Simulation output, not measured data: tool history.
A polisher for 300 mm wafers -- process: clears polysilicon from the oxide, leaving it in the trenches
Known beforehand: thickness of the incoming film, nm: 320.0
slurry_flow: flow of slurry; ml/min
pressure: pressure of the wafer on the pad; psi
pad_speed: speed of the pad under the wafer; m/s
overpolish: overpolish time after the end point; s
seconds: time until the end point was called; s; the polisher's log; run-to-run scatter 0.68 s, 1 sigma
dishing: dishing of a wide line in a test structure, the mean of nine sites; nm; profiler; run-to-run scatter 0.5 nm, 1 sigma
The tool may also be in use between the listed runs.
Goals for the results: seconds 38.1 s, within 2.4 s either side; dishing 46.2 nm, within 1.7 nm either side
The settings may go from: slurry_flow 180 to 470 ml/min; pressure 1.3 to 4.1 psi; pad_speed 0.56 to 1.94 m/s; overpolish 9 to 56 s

{"run": 1, "day": 0.0, "slurry_flow": 300, "pressure": 2.7, "pad_speed": 1.24, "overpolish": 29, "seconds": 22.095, "dishing": 47.978}
{"run": 2, "day": 0.275, "slurry_flow": 300, "pressure": 2.3, "pad_speed": 1.2, "overpolish": 27, "seconds": 25.477, "dishing": 47.253}
{"run": 3, "day": 0.412, "slurry_flow": 300, "pressure": 2.3, "pad_speed": 1.2, "overpolish": 20, "seconds": 25.701, "dishing": 46.902}
{"run": 4, "day": 0.754, "slurry_flow": 300, "pressure": 2, "pad_speed": 1.14, "overpolish": 21, "seconds": 30.221, "dishing": 47.326}
{"run": 5, "day": 1.088, "slurry_flow": 300, "pressure": 1.8, "pad_speed": 1.14, "overpolish": 17, "seconds": 33.355, "dishing": 46.278}
{"run": 6, "day": 1.388, "slurry_flow": 300, "pressure": 1.3, "pad_speed": 1.14, "overpolish": 17, "seconds": 46.754, "dishing": 45.045}
{"day": 1.712, "done": "head pressure recalibrated"}
{"run": 7, "day": 1.712, "slurry_flow": 300, "pressure": 1.4, "pad_speed": 1.12, "overpolish": 18, "seconds": 46.513, "dishing": 44.836}
{"run": 8, "day": 1.825, "slurry_flow": 300, "pressure": 1.5, "pad_speed": 1.1, "overpolish": 17, "seconds": 45.439, "dishing": 44.844}
{"run": 9, "day": 1.946, "slurry_flow": 295, "pressure": 1.6, "pad_speed": 1.1, "overpolish": 20, "seconds": 42.484, "dishing": 46.017}

4 candidate next runs follow, results not yet known. Just one meets every target within its allowed miss. Identify it.
{"run": "A", "day": 2.067, "slurry_flow": 260, "pressure": 2.4, "pad_speed": 0.56, "overpolish": 29, "seconds": "?", "dishing": "?"}
{"run": "B", "day": 2.067, "slurry_flow": 190, "pressure": 2.1, "pad_speed": 0.6, "overpolish": 44, "seconds": "?", "dishing": "?"}
{"run": "C", "day": 2.067, "slurry_flow": 320, "pressure": 1.8, "pad_speed": 1.06, "overpolish": 20, "seconds": "?", "dishing": "?"}
{"run": "D", "day": 2.067, "slurry_flow": 315, "pressure": 2, "pad_speed": 0.68, "overpolish": 48, "seconds": "?", "dishing": "?"}

move=A seconds=44.245 dishing=46.868
move=B seconds=50.606 dishing=47.184
move=C seconds=38.265 dishing=46.217
move=D seconds=46.235 dishing=47.243
A: further off than the last run
B: further off than the last run
C: every result within its allowed miss
D: further off than the last run
Move C is the one to make.

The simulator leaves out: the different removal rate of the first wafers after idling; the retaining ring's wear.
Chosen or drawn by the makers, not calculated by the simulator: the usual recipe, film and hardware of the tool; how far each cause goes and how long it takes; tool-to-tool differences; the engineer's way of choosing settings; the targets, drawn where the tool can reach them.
